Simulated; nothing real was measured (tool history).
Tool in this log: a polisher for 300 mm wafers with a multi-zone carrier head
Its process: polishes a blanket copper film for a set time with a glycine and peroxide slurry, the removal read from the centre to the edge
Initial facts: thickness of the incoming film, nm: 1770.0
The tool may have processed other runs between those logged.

| run | day | flow of slurry (ml/min) | pressure of the head's centre zone | pressure of the head's middle zone | pressure of the head's edge zone | polishing time (s) | film removed at the wafer's centre (nm) | film removed at mid-radius (nm) | film removed at the wafer's edge (nm) |
|---|---|---|---|---|---|---|---|---|---|
| 1 | 0.000 | 120 | 1.00 | 1.00 | 1.00 | 87 | 630.50 | 618.54 | 625.07 |
| 2 | 0.079 | 150 | 1.00 | 1.00 | 1.00 | 87 | 670.89 | 645.13 | 647.28 |
| 3 | 0.275 | 150 | 0.97 | 1.00 | 1.00 | 87 | 648.15 | 648.91 | 641.93 |
| 4 | 0.579 | 150 | 0.97 | 1.00 | 1.00 | 66 | 489.58 | 492.45 | 493.16 |
| 5 | 0.858 | 150 | 0.97 | 1.00 | 0.93 | 66 | 495.05 | 493.79 | 473.37 |
| 6 | 0.942 | 150 | 0.99 | 0.98 | 0.92 | 66 | 500.75 | 487.46 | 478.93 |

What does the tool deliver on the next run?
| 7 | 1.250 | 150 | 1.01 | 0.97 | 0.90 | 65 | ? | ? | ? |

film removed at the wafer's centre (nm): 505.83
film removed at mid-radius (nm): 471.92
film removed at the wafer's edge (nm): 468.04
